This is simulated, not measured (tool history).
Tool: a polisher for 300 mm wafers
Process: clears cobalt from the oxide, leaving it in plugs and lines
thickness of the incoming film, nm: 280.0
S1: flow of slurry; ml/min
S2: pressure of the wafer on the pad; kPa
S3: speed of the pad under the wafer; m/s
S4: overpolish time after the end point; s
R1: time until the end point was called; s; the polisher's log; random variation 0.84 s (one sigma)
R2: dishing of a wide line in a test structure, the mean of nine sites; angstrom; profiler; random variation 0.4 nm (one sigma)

| run | hour | S1 | S2 | S3 | S4 | R1 | R2 |
|---|---|---|---|---|---|---|---|
| 1 | 0.0 | 300 | 17.2 | 0.98 | 12 | 49.455 | 347.58 |
| 2 | 5.6 | 300 | 17.2 | 0.98 | 10 | 50.033 | 321.39 |
| 3 | 10.6 | 300 | 17.2 | 0.98 | 14 | 48.669 | 374.34 |
| 4 | 19.1 | 355 | 17.2 | 0.98 | 14 | 48.959 | 378.74 |
| 5 | 20.4 | 355 | 13.8 | 0.98 | 14 | 62.241 | 350.43 |
| 6 | 27.2 | 355 | 17.2 | 0.98 | 14 | 49.147 | 396.84 |
| 7 | 34.5 | 310 | 16.5 | 1.02 | 12 | 48.670 | 339.65 |
| 8 | 41.9 | 225 | 11.7 | 1.30 | 6 | 55.008 | 214.35 |
| 9 | 42.9 | 215 | 11.7 | 1.36 | 6 | 53.073 | 222.91 |
| 10 | 48.9 | 205 | 11.7 | 1.40 | 6 | 51.520 | 222.24 |
| 11 | 50.8 | 200 | 11.7 | 1.42 | 6 | 51.432 | 238.43 |
| 12 | 58.5 | 265 | 11.0 | 1.42 | 6 | 53.054 | 227.70 |
| 13 | 66.4 | 245 | 11.0 | 1.44 | 6 | 52.497 | 222.00 |
| 14 | 74.1 | 240 | 11.0 | 1.46 | 6 | 52.992 | 216.47 |
| 15 | 77.2 | 240 | 11.0 | 1.46 | 6 | 52.234 | 215.70 |
| 16 | 78.4 | 295 | 11.0 | 1.48 | 6 | 51.129 | 236.05 |
| 17 | 81.3 | 265 | 11.0 | 1.48 | 6 | 51.383 | 227.42 |

Forecast run 18:
| 18 | 82.8 | 245 | 11.0 | 1.48 | 6 | ? | ? |

R1: 52.487 s
R2: 233.07 angstrom
